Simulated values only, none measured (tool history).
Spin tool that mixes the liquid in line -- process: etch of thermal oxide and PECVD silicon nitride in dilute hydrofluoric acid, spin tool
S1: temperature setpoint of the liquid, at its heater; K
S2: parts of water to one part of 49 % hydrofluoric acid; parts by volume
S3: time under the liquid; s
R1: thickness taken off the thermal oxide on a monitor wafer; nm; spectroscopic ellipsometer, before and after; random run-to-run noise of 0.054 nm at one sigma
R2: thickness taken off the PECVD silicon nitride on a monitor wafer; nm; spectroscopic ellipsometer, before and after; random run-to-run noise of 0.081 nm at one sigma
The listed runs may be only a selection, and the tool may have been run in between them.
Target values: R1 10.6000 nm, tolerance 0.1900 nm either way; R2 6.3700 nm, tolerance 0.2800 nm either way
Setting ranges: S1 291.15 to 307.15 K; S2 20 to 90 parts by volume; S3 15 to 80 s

run	hour	S1	S2	S3	R1	R2
1	0.0	299.15	50	40	4.6486	2.7426
2	1.9	299.15	50	55	6.3245	3.7449
3	3.3	299.15	65	55	4.8006	2.9590
4	11.8	299.15	55	55	5.7252	3.4313
5	13.3	299.15	70	55	4.4426	2.7430
6	16.2	296.15	70	55	3.9151	2.2377
7	22.7	298.15	55	55	5.4740	3.2483
8	29.9	299.65	45	55	7.2574	4.3927
9	37.9	302.15	25	55	14.9500	8.9208
10	39.0	301.15	25	55	14.1330	8.6928
11	41.5	297.15	25	55	12.0740	6.4950
12	48.7	298.15	30	55	10.4800	5.8438
13	54.5	298.15	30	55	10.3950	5.9774
14	62.6	298.65	30	55	10.7260	6.1340
15	63.9	299.15	30	55	10.9200	6.2722
# hour 66.3: hydrofluoric acid flow meter replaced
16	66.3	299.65	30	55	10.1630	5.8625
17	68.5	300.15	30	55	10.2450	6.3237

5 candidate next runs follow, results not yet known. Just one meets every target within its allowed miss. Identify it.
A	70.7	302.15	30	50	?	?
B	70.7	304.65	40	60	?	?
C	70.7	300.65	35	65	?	?
D	70.7	301.15	40	70	?	?
E	70.7	299.65	30	55	?	?

move	R1	R2
A	10.2360	6.2663
B	10.0150	6.6746
C	10.6540	6.3497
D	10.1690	6.2026
E	10.1700	5.8396
A: about the same distance from the targets as the last run
B: misses by more than the last run did
C: every result within its allowed miss
D: misses by more than the last run did
E: misses by more than the last run did
Move C is the one to make.

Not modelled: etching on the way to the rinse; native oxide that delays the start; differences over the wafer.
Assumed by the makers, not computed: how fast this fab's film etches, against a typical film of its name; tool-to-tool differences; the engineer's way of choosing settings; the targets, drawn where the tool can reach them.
